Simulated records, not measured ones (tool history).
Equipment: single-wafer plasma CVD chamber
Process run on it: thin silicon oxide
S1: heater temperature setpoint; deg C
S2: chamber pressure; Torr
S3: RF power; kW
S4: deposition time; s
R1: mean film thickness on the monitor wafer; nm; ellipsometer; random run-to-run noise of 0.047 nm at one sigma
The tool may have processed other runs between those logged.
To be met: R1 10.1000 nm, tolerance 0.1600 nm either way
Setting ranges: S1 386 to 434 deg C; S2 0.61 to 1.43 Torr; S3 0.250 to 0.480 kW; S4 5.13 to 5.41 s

run 1 hour=0.0 | S1=410 S2=1.02 S3=0.365 S4=5.41 | R1=12.3600
run 2 hour=7.5 | S1=406 S2=1.02 S3=0.365 S4=5.41 | R1=12.3600
run 3 hour=8.4 | S1=406 S2=1.02 S3=0.395 S4=5.41 | R1=12.6320
run 4 hour=15.6 | S1=406 S2=1.02 S3=0.395 S4=5.13 | R1=12.0110
run 5 hour=19.8 | S1=395 S2=1.02 S3=0.395 S4=5.13 | R1=12.1180
run 6 hour=21.9 | S1=395 S2=0.98 S3=0.395 S4=5.13 | R1=11.7520
run 7 hour=23.1 | S1=395 S2=0.95 S3=0.395 S4=5.13 | R1=11.6380
run 8 hour=26.2 | S1=395 S2=0.91 S3=0.395 S4=5.13 | R1=11.4220
run 9 hour=34.7 | S1=395 S2=0.71 S3=0.390 S4=5.13 | R1=9.8119
run 10 hour=38.2 | S1=395 S2=0.72 S3=0.390 S4=5.13 | R1=9.9899

Below are 4 possible settings for the next run. Only one of them brings all results inside the allowed miss of their targets. Which is it?
run A hour=41.7 | S1=394 S2=0.66 S3=0.395 S4=5.28 | R1=?
run B hour=41.7 | S1=395 S2=0.67 S3=0.430 S4=5.13 | R1=?
run C hour=41.7 | S1=391 S2=0.64 S3=0.450 S4=5.18 | R1=?
run D hour=41.7 | S1=409 S2=0.64 S3=0.435 S4=5.41 | R1=?

move=A R1=9.7407
move=B R1=9.8230
move=C R1=9.8309
move=D R1=10.0490
A: further off than the last run
B: further off than the last run
C: further off than the last run
D: hits every target within its allowed miss
Correct choice: D, which meets every target
